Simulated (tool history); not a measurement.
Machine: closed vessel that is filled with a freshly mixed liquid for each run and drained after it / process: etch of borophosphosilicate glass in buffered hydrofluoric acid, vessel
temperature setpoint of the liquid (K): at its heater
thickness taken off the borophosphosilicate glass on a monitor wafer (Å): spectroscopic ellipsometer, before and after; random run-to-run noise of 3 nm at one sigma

run,hour,temperature setpoint of the liquid (K),parts of 40 % ammonium fluoride to one part of 49 % hydrofluoric acid (parts by volume),time in the liquid (s),thickness taken off the borophosphosilicate glass on a monitor wafer (Å)
1,0,295.15,17.5,90,1393.6
2,4.9,297.15,16,90,1704.4
3,6.9,297.15,20.5,90,1326
4,9.8,294.65,20.5,90,1140.9
5,11.5,296.15,20.5,90,1277.9
6,19.1,297.65,18,90,1554.2
7,26.1,299.15,16,90,1895
8,32.8,300.15,14.5,90,2227.1
9,41.9,300.65,14,90,2301.4
10,47.7,301.15,13.5,90,2493.7

Run 11, settings as shown, results not yet in. Your forecast:
11,55.9,301.65,13,90,?

{"run 11": {"thickness taken off the borophosphosilicate glass on a monitor wafer (Å)": 2618.4}}

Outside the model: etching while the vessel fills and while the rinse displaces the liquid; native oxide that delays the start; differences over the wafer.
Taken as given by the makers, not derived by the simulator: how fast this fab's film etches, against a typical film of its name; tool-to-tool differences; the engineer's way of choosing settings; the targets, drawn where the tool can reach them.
